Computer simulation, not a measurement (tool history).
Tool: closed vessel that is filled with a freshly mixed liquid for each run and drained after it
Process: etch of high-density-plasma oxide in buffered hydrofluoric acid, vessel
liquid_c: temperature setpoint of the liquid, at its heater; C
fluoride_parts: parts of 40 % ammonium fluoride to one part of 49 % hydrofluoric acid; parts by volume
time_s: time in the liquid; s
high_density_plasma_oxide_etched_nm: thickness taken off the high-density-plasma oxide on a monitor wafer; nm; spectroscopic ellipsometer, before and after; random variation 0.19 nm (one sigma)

| run | hour | liquid_c | fluoride_parts | time_s | high_density_plasma_oxide_etched_nm |
|---|---|---|---|---|---|
| 1 | 0.0 | 21.0 | 23.5 | 30 | 28.144 |
| 2 | 1.3 | 21.0 | 23.5 | 30 | 28.018 |
| 3 | 5.9 | 22.5 | 21.5 | 30 | 32.699 |
| 4 | 9.5 | 24.0 | 21.5 | 30 | 35.169 |
| 5 | 11.3 | 25.0 | 20.0 | 30 | 39.133 |
| 6 | 17.8 | 25.0 | 20.0 | 30 | 39.163 |
| 7 | 26.1 | 29.0 | 12.5 | 30 | 76.780 |

Forecast run 8:
| 8 | 33.8 | 28.5 | 12.5 | 30 | ? |

high_density_plasma_oxide_etched_nm: 75.479 nm
